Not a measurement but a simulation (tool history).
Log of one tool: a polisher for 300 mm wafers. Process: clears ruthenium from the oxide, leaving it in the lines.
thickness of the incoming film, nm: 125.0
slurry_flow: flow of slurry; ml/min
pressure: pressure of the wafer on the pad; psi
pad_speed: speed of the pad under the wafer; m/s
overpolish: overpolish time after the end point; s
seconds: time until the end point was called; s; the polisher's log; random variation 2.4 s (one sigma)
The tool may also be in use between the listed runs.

{"run": 1, "day": 0.0, "slurry_flow": 280, "pressure": 1.5, "pad_speed": 1.08, "overpolish": 41, "seconds": 132.3}
{"run": 2, "day": 0.067, "slurry_flow": 280, "pressure": 1.5, "pad_speed": 0.84, "overpolish": 41, "seconds": 171.14}
{"run": 3, "day": 0.417, "slurry_flow": 280, "pressure": 1.5, "pad_speed": 0.84, "overpolish": 44, "seconds": 168.68}
{"run": 4, "day": 0.442, "slurry_flow": 280, "pressure": 1.2, "pad_speed": 0.84, "overpolish": 44, "seconds": 205.81}
{"run": 5, "day": 0.546, "slurry_flow": 280, "pressure": 1.4, "pad_speed": 0.84, "overpolish": 44, "seconds": 178.49}
{"run": 6, "day": 0.596, "slurry_flow": 280, "pressure": 1.3, "pad_speed": 0.84, "overpolish": 44, "seconds": 194.37}
{"run": 7, "day": 0.858, "slurry_flow": 280, "pressure": 1.2, "pad_speed": 0.84, "overpolish": 44, "seconds": 204.19}

Forecast run 8:
{"run": 8, "day": 1.2, "slurry_flow": 280, "pressure": 1.1, "pad_speed": 0.84, "overpolish": 44, "seconds": "?"}

{"run 8": {"seconds": 218.56}}
